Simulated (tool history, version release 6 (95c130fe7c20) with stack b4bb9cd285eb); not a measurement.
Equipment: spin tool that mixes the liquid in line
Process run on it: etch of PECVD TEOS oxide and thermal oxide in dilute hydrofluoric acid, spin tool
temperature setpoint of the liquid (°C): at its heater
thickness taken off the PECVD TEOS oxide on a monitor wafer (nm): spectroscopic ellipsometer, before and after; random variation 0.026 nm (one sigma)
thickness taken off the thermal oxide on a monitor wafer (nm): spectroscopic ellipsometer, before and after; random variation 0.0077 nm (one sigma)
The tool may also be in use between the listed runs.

run    day  temperature setpoint of the liquid (°C)  parts of water to one part of 49 % hydrofluoric acid (parts by volume)  time under the liquid (s)  thickness taken off the PECVD TEOS oxide on a monitor wafer (nm)  thickness taken off the thermal oxide on a monitor wafer (nm)
  1  0.000                                     24.0                                                                     220                        180                                                           11.2970                                                        3.24150
  2  0.121                                     26.5                                                                     220                        180                                                           12.4320                                                        3.54700
  3  0.421                                     26.5                                                                     220                        135                                                            9.4054                                                        2.67440
  4  0.583                                     26.5                                                                     220                         70                                                            4.8757                                                        1.41350
  5  0.838                                     24.5                                                                     225                         70                                                            4.3857                                                        1.24890
  6  1.067                                     26.5                                                                     225                         70                                                            4.7151                                                        1.34470
  7  1.188                                     24.5                                                                     230                         70                                                            4.2304                                                        1.21700

The next listed run, before its measurement:
  8  1.438                                     20.5                                                                     255                         70                                                                 ?                                                              ?

thickness taken off the PECVD TEOS oxide on a monitor wafer (nm): 3.2325
thickness taken off the thermal oxide on a monitor wafer (nm): 0.91776
